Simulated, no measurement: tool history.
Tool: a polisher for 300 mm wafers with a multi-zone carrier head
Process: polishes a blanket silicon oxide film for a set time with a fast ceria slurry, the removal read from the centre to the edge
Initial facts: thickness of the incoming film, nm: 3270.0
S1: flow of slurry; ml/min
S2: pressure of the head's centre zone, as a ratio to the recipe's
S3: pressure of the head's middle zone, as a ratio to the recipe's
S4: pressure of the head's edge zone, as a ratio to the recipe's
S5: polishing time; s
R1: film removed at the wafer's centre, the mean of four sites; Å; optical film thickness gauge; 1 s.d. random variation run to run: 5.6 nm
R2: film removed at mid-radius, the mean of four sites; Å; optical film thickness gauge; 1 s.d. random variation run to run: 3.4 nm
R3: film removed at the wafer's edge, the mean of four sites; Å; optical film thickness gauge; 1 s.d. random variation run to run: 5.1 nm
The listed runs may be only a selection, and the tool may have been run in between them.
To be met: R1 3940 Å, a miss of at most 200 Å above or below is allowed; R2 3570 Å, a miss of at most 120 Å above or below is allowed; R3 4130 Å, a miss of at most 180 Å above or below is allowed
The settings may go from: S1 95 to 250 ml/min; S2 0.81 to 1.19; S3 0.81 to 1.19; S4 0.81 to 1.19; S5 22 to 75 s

run  hour   S1    S2    S3    S4  S5      R1      R2      R3
  1     0  160     1     1     1  48  4239.4  4617.9  4779.5
  2   4.7  160     1     1     1  54  4898.5  5146.3  5340.7
  3  13.5  160     1     1     1  64  5764.6  6035.5  6117.3
  4    16  160     1  1.08     1  64  5747.1    6338    6094
  5  24.7  160  1.04  1.08     1  64  5974.7  6495.2    6220
  6  29.1  160  1.04  1.01     1  64  6019.1  6210.4  6192.4
  7  33.1  160  1.04  1.01     1  64  6010.3  6114.7  6285.5
  8  40.5  150  1.04  0.97  0.97  59  5331.7  5446.7  5575.7
  9  46.3  150  1.06  0.93  0.97  55    5126  4834.1  5222.7
 10  49.4  145  1.06  0.91  0.96  52    4841  4555.6  4861.5
 11  56.7  140  1.05  0.89  0.96  50  4506.8  4143.2  4768.1
 12  59.8  135  1.05  0.88  0.94  49  4386.8  4039.2  4490.4
     65.4  -- slurry nozzle cleaned
 13  65.4  130  1.04  0.87  0.93  49  4837.2  4491.3  4944.4
 14  69.1  175  1.09  0.94  1.03  51  5507.1  5158.9  5490.3
 15  73.8  160  1.07  0.91  0.99  51  5390.1  5064.2  5259.2
 16  80.4  145  1.08  0.92  0.97  51  5433.8  4985.8  5133.2
 17  82.9  140  1.07  0.89  0.94  51  5405.5  4822.4  5113.4
 18    89  115  0.98  0.81  0.95  39  3591.4  3322.2  3826.9

Pick the move, out of 5, that brings all results within their allowed miss; only one does.
  A  95.1   95  0.94  0.82  0.91  39   ?   ?   ?
  B  95.1  110  0.81   0.9  1.01  41   ?   ?   ?
  C  95.1  135  0.98  0.86  0.89  39   ?   ?   ?
  D  95.1  120  0.88  0.83  1.06  37   ?   ?   ?
  E  95.1   95  0.99  0.81  0.89  45   ?   ?   ?

move      R1      R2      R3
   A  3331.5  3162.6  3605.8
   B    3200  3695.3  4088.6
   C  3829.3  3567.2  3790.2
   D  3191.6  3217.1  3837.7
   E    4033  3617.6  4118.9
A: the biggest miss grows against the last run
B: pushes the last run's worst result past its target
C: brings the last run's worst result on target, with another outside its allowed miss
D: the biggest miss grows against the last run
E: all results land within tolerance of their targets
So the answer is move E, the one that meets all the targets.
